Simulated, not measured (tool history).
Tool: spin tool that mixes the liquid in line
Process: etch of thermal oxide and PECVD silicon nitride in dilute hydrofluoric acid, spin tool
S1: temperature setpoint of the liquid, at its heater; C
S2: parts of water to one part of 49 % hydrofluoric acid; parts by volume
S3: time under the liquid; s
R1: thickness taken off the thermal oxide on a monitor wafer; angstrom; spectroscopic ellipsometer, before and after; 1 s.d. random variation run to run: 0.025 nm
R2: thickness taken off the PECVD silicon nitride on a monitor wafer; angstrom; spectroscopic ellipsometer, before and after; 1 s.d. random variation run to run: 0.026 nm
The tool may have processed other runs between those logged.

run,day,S1,S2,S3,R1,R2
1,0,21,125,135,43.676,36.383
2,0.162,17.5,125,135,38.018,28.313
3,0.238,17.5,125,170,47.614,35.781
4,0.488,17.5,90,170,68.336,49.393
5,0.821,17.5,50,170,127.83,89.074
6,1.171,17.5,30,170,218.78,143.95
7,1.283,17.5,65,170,97.647,67.848
8,1.425,18,90,175,72.258,51.66

Estimate the outcome of run 9 from the log above:
9,1.554,21,140,175,?,?

R1: 49.836 angstrom
R2: 41.86 angstrom
